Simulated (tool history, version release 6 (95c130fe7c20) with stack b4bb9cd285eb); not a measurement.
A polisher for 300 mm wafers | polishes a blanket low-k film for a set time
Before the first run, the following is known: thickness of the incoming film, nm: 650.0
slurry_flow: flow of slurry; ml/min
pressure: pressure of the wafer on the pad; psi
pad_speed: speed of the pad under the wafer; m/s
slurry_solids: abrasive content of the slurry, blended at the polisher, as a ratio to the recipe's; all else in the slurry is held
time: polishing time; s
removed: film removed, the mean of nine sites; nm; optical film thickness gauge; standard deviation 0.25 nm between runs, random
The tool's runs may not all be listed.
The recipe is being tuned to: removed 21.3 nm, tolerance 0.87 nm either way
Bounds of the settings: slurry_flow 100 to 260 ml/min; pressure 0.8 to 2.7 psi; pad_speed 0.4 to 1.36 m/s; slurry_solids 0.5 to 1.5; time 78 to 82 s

{"run": 1, "day": 0.0, "slurry_flow": 165, "pressure": 1.7, "pad_speed": 0.88, "slurry_solids": 1, "time": 78, "removed": 26.935}
{"run": 2, "day": 0.162, "slurry_flow": 165, "pressure": 2, "pad_speed": 0.88, "slurry_solids": 1, "time": 78, "removed": 31.205}
{"run": 3, "day": 0.45, "slurry_flow": 165, "pressure": 2, "pad_speed": 0.88, "slurry_solids": 1.15, "time": 78, "removed": 32.607}
{"run": 4, "day": 0.746, "slurry_flow": 165, "pressure": 1.9, "pad_speed": 0.88, "slurry_solids": 1.15, "time": 78, "removed": 31.207}
{"run": 5, "day": 1.046, "slurry_flow": 165, "pressure": 1.8, "pad_speed": 0.88, "slurry_solids": 1.15, "time": 78, "removed": 30.133}
{"run": 6, "day": 1.112, "slurry_flow": 165, "pressure": 1.7, "pad_speed": 0.88, "slurry_solids": 1.15, "time": 78, "removed": 28.823}
{"run": 7, "day": 1.271, "slurry_flow": 165, "pressure": 1.6, "pad_speed": 0.88, "slurry_solids": 1.15, "time": 78, "removed": 26.974}
{"run": 8, "day": 1.321, "slurry_flow": 165, "pressure": 1.5, "pad_speed": 0.88, "slurry_solids": 1.15, "time": 78, "removed": 25.596}
{"run": 9, "day": 1.596, "slurry_flow": 165, "pressure": 1.4, "pad_speed": 0.88, "slurry_solids": 1.15, "time": 78, "removed": 23.861}

Pick the move, out of 4, that brings all results within their allowed miss; only one does.
{"run": "A", "day": 1.871, "slurry_flow": 175, "pressure": 1.7, "pad_speed": 0.56, "slurry_solids": 1.25, "time": 81, "removed": "?"}
{"run": "B", "day": 1.871, "slurry_flow": 145, "pressure": 1.5, "pad_speed": 0.9, "slurry_solids": 1, "time": 79, "removed": "?"}
{"run": "C", "day": 1.871, "slurry_flow": 210, "pressure": 1.4, "pad_speed": 0.74, "slurry_solids": 1.45, "time": 78, "removed": "?"}
{"run": "D", "day": 1.871, "slurry_flow": 195, "pressure": 1.6, "pad_speed": 0.86, "slurry_solids": 1.2, "time": 80, "removed": "?"}

move=A removed=21.562
move=B removed=24.066
move=C removed=23.554
move=D removed=28.355
A: meets every target
B: misses by more than the last run did
C: closer than the last run, but not yet in spec
D: misses by more than the last run did
Correct choice: A, which meets every target
